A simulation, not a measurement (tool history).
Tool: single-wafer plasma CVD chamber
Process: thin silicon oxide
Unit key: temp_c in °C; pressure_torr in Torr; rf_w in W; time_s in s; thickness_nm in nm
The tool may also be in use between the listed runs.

run	day	temp_c	pressure_torr	rf_w	time_s	thickness_nm
1	0	400	0.929	230	5.98	12.137
2	0.212	400	0.929	265	5.98	12.809
3	0.383	400	1.065	265	5.98	14.164
4	0.679	400	1.081	265	5.98	14.326
5	0.996	400	1.081	265	5.98	14.29
6	1.054	400	1.018	265	5.98	13.629
7	1.342	400	1.044	265	5.98	13.985
8	1.517	400	1.063	265	5.98	14.056

Run 9 is up next; what results do you expect?
9	1.833	400	1.082	265	5.98	?

{"run 9": {"thickness_nm": 14.346}}
